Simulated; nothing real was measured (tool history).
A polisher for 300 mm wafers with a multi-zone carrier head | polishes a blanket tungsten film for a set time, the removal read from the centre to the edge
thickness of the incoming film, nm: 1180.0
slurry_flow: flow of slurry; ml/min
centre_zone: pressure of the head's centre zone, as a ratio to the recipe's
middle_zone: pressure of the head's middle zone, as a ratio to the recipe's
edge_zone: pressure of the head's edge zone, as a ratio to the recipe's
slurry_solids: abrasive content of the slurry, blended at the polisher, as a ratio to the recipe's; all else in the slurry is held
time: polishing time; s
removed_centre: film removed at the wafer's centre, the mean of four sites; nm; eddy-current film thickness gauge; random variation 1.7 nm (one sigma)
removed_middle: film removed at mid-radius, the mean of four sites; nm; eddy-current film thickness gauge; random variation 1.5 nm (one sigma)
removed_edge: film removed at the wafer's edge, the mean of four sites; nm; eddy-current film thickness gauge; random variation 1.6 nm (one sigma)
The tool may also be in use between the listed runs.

run,hour,slurry_flow,centre_zone,middle_zone,edge_zone,slurry_solids,time,removed_centre,removed_middle,removed_edge
1,0,155,1,1,1,1,65,325.51,321.93,331.45
2,1.5,150,0.97,1.01,0.96,0.9,58,268.59,280.48,283.83
3,9.6,135,0.97,1.01,0.96,0.9,58,254.87,275.26,275.45
4,15.4,135,0.97,1.01,0.9,0.9,58,257.8,273.75,264.74
5,22.4,130,0.96,1.02,0.88,0.8,54,232.72,248.71,237.15
6,30.6,125,0.94,1.03,0.86,0.75,51,208.15,227.67,219.54
7,36.9,120,0.94,1.05,0.85,0.7,49,196.51,218.46,206.21
8,40,120,0.94,1.06,0.84,0.65,48,187.72,214.96,195.98
9,44.1,110,0.91,1.04,0.81,0.5,44,152.67,177.26,162.58

The next listed run, before its measurement:
10,47.3,120,0.91,1.04,0.82,0.5,44,?,?,?

Run 10 gave removed_centre 157.38 nm, removed_middle 183.64 nm, removed_edge 169.95 nm.
